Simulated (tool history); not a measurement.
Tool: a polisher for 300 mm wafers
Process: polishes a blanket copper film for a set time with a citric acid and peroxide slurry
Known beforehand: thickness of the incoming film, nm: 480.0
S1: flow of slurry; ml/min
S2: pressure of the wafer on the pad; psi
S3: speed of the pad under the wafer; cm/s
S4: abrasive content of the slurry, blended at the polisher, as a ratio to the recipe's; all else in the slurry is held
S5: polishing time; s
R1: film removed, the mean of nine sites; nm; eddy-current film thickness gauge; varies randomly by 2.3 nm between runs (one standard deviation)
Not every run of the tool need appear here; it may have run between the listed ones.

{"run": 1, "hour": 0.0, "S1": 120, "S2": 3.2, "S3": 112, "S4": 1, "S5": 46, "R1": 139.99}
{"run": 2, "hour": 2.0, "S1": 120, "S2": 3.2, "S3": 112, "S4": 0.85, "S5": 46, "R1": 137.48}
{"run": 3, "hour": 9.1, "S1": 120, "S2": 3.2, "S3": 102, "S4": 0.85, "S5": 46, "R1": 121.33}
{"run": 4, "hour": 17.1, "S1": 120, "S2": 3.3, "S3": 102, "S4": 0.85, "S5": 46, "R1": 126.79}
{"run": 5, "hour": 24.4, "S1": 120, "S2": 3.4, "S3": 102, "S4": 0.85, "S5": 46, "R1": 134.3}
{"run": 6, "hour": 31.9, "S1": 120, "S2": 3.4, "S3": 130, "S4": 0.85, "S5": 46, "R1": 163.87}

Run 7 has not been measured yet. What should we expect?
{"run": 7, "hour": 38.8, "S1": 125, "S2": 3.5, "S3": 130, "S4": 0.85, "S5": 46, "R1": "?"}

R1: 169.03 nm
